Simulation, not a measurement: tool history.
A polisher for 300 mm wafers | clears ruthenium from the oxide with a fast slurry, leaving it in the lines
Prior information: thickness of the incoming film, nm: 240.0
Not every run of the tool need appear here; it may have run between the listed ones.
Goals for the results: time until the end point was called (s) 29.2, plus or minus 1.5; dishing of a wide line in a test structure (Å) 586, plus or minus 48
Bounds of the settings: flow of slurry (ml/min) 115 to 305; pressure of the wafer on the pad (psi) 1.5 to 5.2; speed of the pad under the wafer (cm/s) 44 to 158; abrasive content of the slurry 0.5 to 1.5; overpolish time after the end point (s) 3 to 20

run	hour	flow of slurry (ml/min)	pressure of the wafer on the pad (psi)	speed of the pad under the wafer (cm/s)	abrasive content of the slurry	overpolish time after the end point (s)	time until the end point was called (s)	dishing of a wide line in a test structure (Å)
1	0	195	3.3	100	1	10	44.964	324.54
2	5.5	195	3.6	100	1	11	42.113	392.95
3	12.1	195	4.2	100	1	11	37.317	426.61
4	19.6	195	4.4	100	1	11	35.103	413.73
5	23.5	195	4.5	100	1	12	34.772	458.53
6	30.4	195	4.5	76	1	12	43.978	381.89
7	35.1	195	4.5	76	1	12	44.838	377.75
8	35.6	195	4.6	82	1	12	40.246	407.64
9	39.5	195	4.7	86	1	12	38.32	432.66
10	48	195	4.8	90	1	12	35.952	473.71
11	50.7	200	5.2	100	1	12	29.903	509.01
12	54.1	200	5.2	100	1	12	30.061	491.8
13	55.3	200	5.2	102	1	12	29.854	508.66

Which one of the following 4 next-run settings gets every result inside its allowed miss? There is exactly one.
A	56.5	220	4.9	102	1	11	?	?
B	56.5	130	5.1	110	1.15	17	?	?
C	56.5	215	4.8	116	0.9	11	?	?
D	56.5	230	5.1	96	1	12	?	?

move	time until the end point was called (s)	dishing of a wide line in a test structure (Å)
A	31.518	474.14
B	29.601	613.88
C	29.458	493.62
D	32.065	494.25
A: misses by more than the last run did
B: each result inside its tolerance
C: misses by more than the last run did
D: misses by more than the last run did
So the answer is move B, the one that meets all the targets.

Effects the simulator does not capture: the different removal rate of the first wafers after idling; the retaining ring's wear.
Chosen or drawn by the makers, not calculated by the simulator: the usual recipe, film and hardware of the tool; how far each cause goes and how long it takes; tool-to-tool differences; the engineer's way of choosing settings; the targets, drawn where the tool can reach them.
